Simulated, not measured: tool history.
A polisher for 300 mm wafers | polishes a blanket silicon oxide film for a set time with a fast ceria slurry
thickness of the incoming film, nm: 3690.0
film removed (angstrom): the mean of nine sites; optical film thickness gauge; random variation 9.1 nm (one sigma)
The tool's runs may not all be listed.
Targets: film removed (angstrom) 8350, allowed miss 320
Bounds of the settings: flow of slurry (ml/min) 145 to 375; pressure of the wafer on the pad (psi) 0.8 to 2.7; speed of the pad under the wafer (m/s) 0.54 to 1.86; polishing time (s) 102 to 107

run  hour  flow of slurry (ml/min)  pressure of the wafer on the pad (psi)  speed of the pad under the wafer (m/s)  polishing time (s)  film removed (angstrom)
  1     0                      240                                     1.7                                    1.18                 102                    12954
  2   3.1                      240                                     1.6                                    1.18                 102                    12154
  3   6.4                      240                                     1.6                                     1.3                 102                    13337
  4  10.8                      240                                     1.4                                     1.3                 102                    11936
  5  17.7                      240                                     1.6                                     1.3                 102                    13183
  6  21.4                      240                                     1.6                                     1.3                 107                    13812
  7  27.9                      240                                     1.4                                    1.28                 107                    12563
  8  33.5                      240                                     1.3                                    1.26                 107                    11508
  9    35                      240                                     1.2                                    1.26                 107                    10940
 10  39.8                      240                                     0.8                                     1.2                 107                   7802.2

5 next moves are on the table. One of them brings every result within its allowed miss. Which?
  A  44.6                      255                                     0.8                                    1.08                 103                        ?
  B  44.6                      230                                       1                                    1.06                 102                        ?
  C  44.6                      235                                     0.8                                    1.44                 107                        ?
  D  44.6                      230                                     0.8                                    1.12                 102                        ?
  E  44.6                      265                                     0.9                                    1.24                 102                        ?

move  film removed (angstrom)
   A                   6880.2
   B                   7683.1
   C                   9378.8
   D                     6988
   E                   8441.1
A: further off than the last run
B: further off than the last run
C: takes the result that was furthest off past its target
D: further off than the last run
E: meets every target
The right move is E.
